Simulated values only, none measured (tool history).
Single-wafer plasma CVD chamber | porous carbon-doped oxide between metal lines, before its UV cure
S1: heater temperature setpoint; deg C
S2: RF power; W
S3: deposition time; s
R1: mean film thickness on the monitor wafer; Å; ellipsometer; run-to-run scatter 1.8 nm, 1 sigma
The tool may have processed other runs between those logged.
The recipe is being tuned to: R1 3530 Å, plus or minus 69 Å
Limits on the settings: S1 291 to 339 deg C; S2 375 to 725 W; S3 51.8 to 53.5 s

run 1 hour=0 | S1=315 S2=550 S3=51.8 | R1=2825.2
run 2 hour=5.6 | S1=315 S2=610 S3=51.8 | R1=3021.1
run 3 hour=13.8 | S1=311 S2=620 S3=51.9 | R1=3163.9
run 4 hour=16.3 | S1=321 S2=620 S3=51.9 | R1=2956.5
run 5 hour=18.8 | S1=315 S2=620 S3=51.9 | R1=3087.7
run 6 hour=27 | S1=311 S2=625 S3=51.9 | R1=3191.8
run 7 hour=28 | S1=308 S2=630 S3=51.9 | R1=3235.1
run 8 hour=33 | S1=308 S2=630 S3=51.9 | R1=3247.6
run 9 hour=34 | S1=305 S2=635 S3=51.9 | R1=3303.3
run 10 hour=39.8 | S1=303 S2=640 S3=51.9 | R1=3416.8
run 11 hour=41.1 | S1=302 S2=640 S3=51.9 | R1=3422.3
run 12 hour=48.5 | S1=301 S2=640 S3=51.9 | R1=3425.5
run 13 hour=56 | S1=300 S2=640 S3=51.9 | R1=3465.1

Exercise: of the 4 proposed moves below, exactly one satisfies all targets within the stated allowed misses. Which move is it?
run A hour=63.5 | S1=300 S2=625 S3=51.8 | R1=?
run B hour=63.5 | S1=300 S2=640 S3=53.5 | R1=?
run C hour=63.5 | S1=300 S2=620 S3=52.1 | R1=?
run D hour=63.5 | S1=303 S2=625 S3=52.5 | R1=?

move=A R1=3410.9
move=B R1=3578.1
move=C R1=3411.5
move=D R1=3389.2
A: its largest miss is bigger than the last run's
B: hits every target within its allowed miss
C: its largest miss is bigger than the last run's
D: its largest miss is bigger than the last run's
So the answer is move B, the one that meets all the targets.
